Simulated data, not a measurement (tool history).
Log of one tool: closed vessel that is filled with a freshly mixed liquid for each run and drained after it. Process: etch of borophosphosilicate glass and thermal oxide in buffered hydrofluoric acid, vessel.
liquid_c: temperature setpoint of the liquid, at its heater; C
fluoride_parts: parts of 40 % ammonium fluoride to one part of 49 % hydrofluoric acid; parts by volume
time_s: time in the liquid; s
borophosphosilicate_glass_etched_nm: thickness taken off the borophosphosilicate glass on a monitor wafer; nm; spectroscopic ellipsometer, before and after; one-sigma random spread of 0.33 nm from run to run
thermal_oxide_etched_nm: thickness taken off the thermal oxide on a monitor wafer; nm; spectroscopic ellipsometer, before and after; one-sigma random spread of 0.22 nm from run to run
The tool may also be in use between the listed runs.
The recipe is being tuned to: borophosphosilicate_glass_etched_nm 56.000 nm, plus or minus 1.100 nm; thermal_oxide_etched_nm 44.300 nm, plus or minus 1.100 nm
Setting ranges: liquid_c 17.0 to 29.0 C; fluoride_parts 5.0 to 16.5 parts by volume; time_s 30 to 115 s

| run | hour | liquid_c | fluoride_parts | time_s | borophosphosilicate_glass_etched_nm | thermal_oxide_etched_nm |
|---|---|---|---|---|---|---|
| 1 | 0.0 | 21.0 | 10.0 | 60 | 67.878 | 53.963 |
| 2 | 6.1 | 24.5 | 10.0 | 60 | 82.220 | 65.470 |
| 3 | 15.4 | 22.5 | 10.0 | 60 | 73.450 | 58.491 |
| 4 | 17.2 | 25.0 | 10.0 | 60 | 84.816 | 67.120 |
| 5 | 22.9 | 22.0 | 10.0 | 60 | 70.533 | 56.792 |
| 6 | 31.9 | 24.5 | 10.0 | 60 | 81.677 | 64.937 |
| 7 | 38.2 | 24.5 | 10.0 | 60 | 82.232 | 65.675 |
| 8 | 43.1 | 22.5 | 10.0 | 60 | 73.631 | 58.009 |
| 9 | 51.5 | 21.0 | 10.0 | 60 | 67.864 | 54.340 |
| 10 | 56.8 | 17.5 | 10.5 | 60 | 53.469 | 41.861 |

Next run, 4 choices. One meets every target within its allowed miss, the rest don't. Which?
| A | 62.1 | 22.0 | 6.5 | 30 | ? | ? |
| B | 62.1 | 18.5 | 11.0 | 60 | ? | ? |
| C | 62.1 | 17.0 | 15.5 | 95 | ? | ? |
| D | 62.1 | 17.0 | 12.0 | 70 | ? | ? |

| move | borophosphosilicate_glass_etched_nm | thermal_oxide_etched_nm |
|---|---|---|
| A | 53.915 | 42.142 |
| B | 53.813 | 42.222 |
| C | 55.828 | 43.850 |
| D | 52.975 | 41.544 |
A: better than the last run, though not everything is in spec
B: better than the last run, though not everything is in spec
C: each result inside its tolerance
D: misses by more than the last run did
C is the move that brings every result within its allowed miss.
